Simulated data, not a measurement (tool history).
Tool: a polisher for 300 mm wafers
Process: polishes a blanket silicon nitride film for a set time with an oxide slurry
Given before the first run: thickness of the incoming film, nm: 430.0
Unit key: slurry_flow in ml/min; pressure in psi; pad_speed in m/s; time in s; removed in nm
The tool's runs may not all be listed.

{"run": 1, "hour": 0.0, "slurry_flow": 170, "pressure": 2.4, "pad_speed": 1.06, "slurry_solids": 1.0, "time": 82, "removed": 31.077}
{"run": 2, "hour": 1.0, "slurry_flow": 170, "pressure": 2.4, "pad_speed": 1.06, "slurry_solids": 0.85, "time": 82, "removed": 29.02}
{"run": 3, "hour": 4.6, "slurry_flow": 175, "pressure": 2.5, "pad_speed": 1.06, "slurry_solids": 0.85, "time": 82, "removed": 29.956}
{"run": 4, "hour": 5.5, "slurry_flow": 175, "pressure": 2.0, "pad_speed": 1.06, "slurry_solids": 0.85, "time": 82, "removed": 26.151}
{"run": 5, "hour": 12.8, "slurry_flow": 175, "pressure": 2.0, "pad_speed": 1.28, "slurry_solids": 0.85, "time": 82, "removed": 28.457}
{"run": 6, "hour": 19.5, "slurry_flow": 180, "pressure": 2.1, "pad_speed": 1.28, "slurry_solids": 0.85, "time": 82, "removed": 29.779}
{"run": 7, "hour": 20.6, "slurry_flow": 185, "pressure": 2.2, "pad_speed": 1.28, "slurry_solids": 0.85, "time": 82, "removed": 30.395}

Run 8 is up next; what results do you expect?
{"run": 8, "hour": 25.4, "slurry_flow": 185, "pressure": 2.3, "pad_speed": 1.28, "slurry_solids": 0.85, "time": 82, "removed": "?"}

{"run 8": {"removed": 31.378}}
